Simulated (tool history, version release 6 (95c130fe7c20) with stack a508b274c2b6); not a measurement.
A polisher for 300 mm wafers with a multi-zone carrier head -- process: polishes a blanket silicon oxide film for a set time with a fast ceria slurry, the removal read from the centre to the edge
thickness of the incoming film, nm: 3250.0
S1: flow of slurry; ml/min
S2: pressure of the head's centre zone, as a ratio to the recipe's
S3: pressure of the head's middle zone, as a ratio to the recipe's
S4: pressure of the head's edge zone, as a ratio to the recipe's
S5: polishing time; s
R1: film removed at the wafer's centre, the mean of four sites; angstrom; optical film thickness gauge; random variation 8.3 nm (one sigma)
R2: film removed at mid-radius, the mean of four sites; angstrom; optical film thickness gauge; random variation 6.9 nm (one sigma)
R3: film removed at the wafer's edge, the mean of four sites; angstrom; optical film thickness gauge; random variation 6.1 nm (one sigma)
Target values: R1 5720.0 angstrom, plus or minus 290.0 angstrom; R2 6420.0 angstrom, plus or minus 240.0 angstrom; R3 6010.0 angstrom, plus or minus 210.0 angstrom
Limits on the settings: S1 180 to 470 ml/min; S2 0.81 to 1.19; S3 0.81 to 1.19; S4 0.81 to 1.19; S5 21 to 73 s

run,hour,S1,S2,S3,S4,S5,R1,R2,R3
1,0.0,300,1.00,1.00,1.00,47,6644.5,7023.4,7069.4
2,2.5,360,1.00,1.00,1.00,47,6956.4,7125.0,7201.6
3,3.5,360,0.92,1.00,1.00,47,6422.2,7096.3,7225.9
4,4.6,295,0.92,1.00,1.00,47,6395.2,6896.5,7222.1
5,10.3,300,0.92,1.01,0.98,46,6224.5,6929.2,6846.1
6,15.0,300,0.91,1.00,0.96,45,6086.5,6639.4,6773.1
7,15.6,300,0.91,1.01,0.95,44,5929.2,6630.5,6530.1
8,19.5,300,0.91,1.01,0.94,44,5905.2,6600.9,6536.8
9,24.7,300,0.91,1.01,0.93,44,5881.5,6570.2,6365.4
10,25.5,300,0.91,1.01,0.92,44,6032.0,6608.2,6404.3
11,29.6,300,0.90,1.01,0.91,44,5930.8,6587.5,6454.6
12,37.3,300,0.90,1.01,0.90,44,5987.1,6597.8,6338.6
13,39.1,300,0.90,1.01,0.89,44,5855.3,6697.5,6268.9
14,43.6,300,0.90,1.00,0.88,44,5806.4,6583.3,6165.7
15,45.7,300,0.90,0.99,0.87,44,5825.5,6380.8,6174.6

Below are 5 possible settings for the next run. Only one of them brings all results inside the allowed miss of their targets. Which is it?
A,47.8,330,0.96,0.89,0.82,44,?,?,?
B,47.8,290,0.81,0.99,0.92,45,?,?,?
C,47.8,205,0.90,1.01,0.83,45,?,?,?
D,47.8,230,0.92,1.02,0.82,47,?,?,?
E,47.8,275,0.97,0.95,0.85,45,?,?,?

move,R1,R2,R3
A,6225.6,5957.6,6149.8
B,5646.4,6592.3,6562.5
C,5815.7,6481.7,6105.8
D,6245.1,6908.6,6399.6
E,6306.0,6335.3,6311.4
A: brings the last run's worst result on target, with another outside its allowed miss
B: moves away from the targets compared with the last run
C: in spec on every target
D: moves away from the targets compared with the last run
E: moves away from the targets compared with the last run
Correct choice: C, which meets every target

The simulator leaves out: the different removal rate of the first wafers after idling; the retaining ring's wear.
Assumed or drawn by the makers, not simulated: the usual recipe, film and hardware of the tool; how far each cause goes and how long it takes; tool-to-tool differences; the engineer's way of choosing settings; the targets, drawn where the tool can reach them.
